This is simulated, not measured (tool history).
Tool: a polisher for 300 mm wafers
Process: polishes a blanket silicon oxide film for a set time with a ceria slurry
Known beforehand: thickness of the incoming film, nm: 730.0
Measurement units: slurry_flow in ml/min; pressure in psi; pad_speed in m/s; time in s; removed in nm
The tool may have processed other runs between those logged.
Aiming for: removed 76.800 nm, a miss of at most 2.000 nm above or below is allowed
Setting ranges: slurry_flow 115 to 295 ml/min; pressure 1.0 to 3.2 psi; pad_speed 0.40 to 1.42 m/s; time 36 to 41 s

| run | day | slurry_flow | pressure | pad_speed | time | removed |
|---|---|---|---|---|---|---|
| 1 | 0.000 | 190 | 2.1 | 0.90 | 41 | 94.370 |
| 2 | 0.375 | 190 | 2.1 | 1.00 | 41 | 105.120 |
| 3 | 0.462 | 190 | 2.1 | 1.16 | 41 | 119.300 |
| 4 | 0.600 | 190 | 2.1 | 1.16 | 36 | 106.160 |
| 5 | 0.904 | 215 | 2.1 | 1.16 | 36 | 106.800 |
| 6 | 1.146 | 215 | 2.0 | 1.16 | 36 | 102.130 |
| 7 | 1.517 | 215 | 1.9 | 1.16 | 36 | 97.608 |
| 8 | 1.629 | 215 | 1.8 | 1.16 | 36 | 92.296 |
| 9 | 1.962 | 215 | 1.8 | 1.16 | 36 | 92.615 |
| 10 | 2.138 | 215 | 1.8 | 1.16 | 36 | 93.283 |
| 11 | 2.292 | 215 | 1.6 | 1.16 | 36 | 82.306 |

Consider the 5 candidate settings below. Which is the only one whose results all fall within their allowed miss of target?
| A | 2.446 | 215 | 1.5 | 1.14 | 39 | ? |
| B | 2.446 | 230 | 1.7 | 1.08 | 36 | ? |
| C | 2.446 | 210 | 1.5 | 1.00 | 41 | ? |
| D | 2.446 | 220 | 1.7 | 1.08 | 38 | ? |
| E | 2.446 | 190 | 1.6 | 1.12 | 38 | ? |

| move | removed |
|---|---|
| A | 82.177 |
| B | 81.852 |
| C | 75.796 |
| D | 85.919 |
| E | 82.277 |
A: just as far off the targets as the last run
B: nearer than the last run, and not there yet
C: meets every target
D: its largest miss is bigger than the last run's
E: just as far off the targets as the last run
So the answer is move C, the one that meets all the targets.
